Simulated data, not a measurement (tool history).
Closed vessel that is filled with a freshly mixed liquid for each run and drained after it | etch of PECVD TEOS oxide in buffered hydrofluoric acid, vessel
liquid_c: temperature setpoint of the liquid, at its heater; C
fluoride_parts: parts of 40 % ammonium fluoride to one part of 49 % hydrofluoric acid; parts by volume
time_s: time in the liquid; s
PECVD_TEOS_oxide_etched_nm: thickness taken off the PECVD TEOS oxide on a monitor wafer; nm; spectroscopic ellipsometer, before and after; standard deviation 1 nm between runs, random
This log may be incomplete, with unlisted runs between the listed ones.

| run | hour | liquid_c | fluoride_parts | time_s | PECVD_TEOS_oxide_etched_nm |
|---|---|---|---|---|---|
| 1 | 0.0 | 25.0 | 10.5 | 105 | 223.23 |
| 2 | 5.2 | 23.5 | 10.5 | 105 | 208.77 |
| 3 | 13.6 | 26.0 | 10.5 | 105 | 238.41 |
| 4 | 16.9 | 23.0 | 10.5 | 105 | 199.57 |
| 5 | 22.6 | 23.0 | 10.5 | 115 | 221.11 |
| 6 | 24.5 | 22.0 | 10.5 | 115 | 208.69 |
| 7 | 30.4 | 21.0 | 10.5 | 115 | 195.94 |

What does the tool deliver on the next run?
| 8 | 37.1 | 20.5 | 10.5 | 115 | ? |

{"run 8": {"PECVD_TEOS_oxide_etched_nm": 193.02}}
